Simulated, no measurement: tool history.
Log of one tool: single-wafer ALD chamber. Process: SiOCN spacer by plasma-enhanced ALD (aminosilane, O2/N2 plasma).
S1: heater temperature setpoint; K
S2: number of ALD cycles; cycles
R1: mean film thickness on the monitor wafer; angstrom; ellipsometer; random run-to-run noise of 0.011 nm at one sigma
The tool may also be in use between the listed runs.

run  hour      S1  S2      R1
  1     0  668.15  67  42.463
  2   7.6  668.15  62  39.231
  3  12.3  661.15  62  39.304
  4  14.8  661.15  59  37.409
  5  18.8  661.15  57  36.085
  6  25.4  655.15  57  36.274

Predict the results of run 7:
  7  33.3  655.15  55   ?

R1: 34.824 angstrom
